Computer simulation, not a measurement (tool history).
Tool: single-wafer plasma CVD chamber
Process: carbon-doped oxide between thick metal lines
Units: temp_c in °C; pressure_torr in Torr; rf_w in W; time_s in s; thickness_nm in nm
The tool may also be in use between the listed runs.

run,hour,temp_c,pressure_torr,rf_w,time_s,thickness_nm
1,0,350,4.62,565,151,831.76
2,6.5,346,4.62,565,151,843.7
3,8.1,346,4.62,600,151,868.85
4,13.5,340,4.62,600,151,882.71
5,19.6,333,4.62,600,151,900.88
6,25.2,340,4.04,565,150,833.26
7,33.3,345,3.64,545,150,791.9

Forecast run 8:
8,39.1,350,3.36,535,150,?

Run 8 gave thickness_nm 765.24 nm.
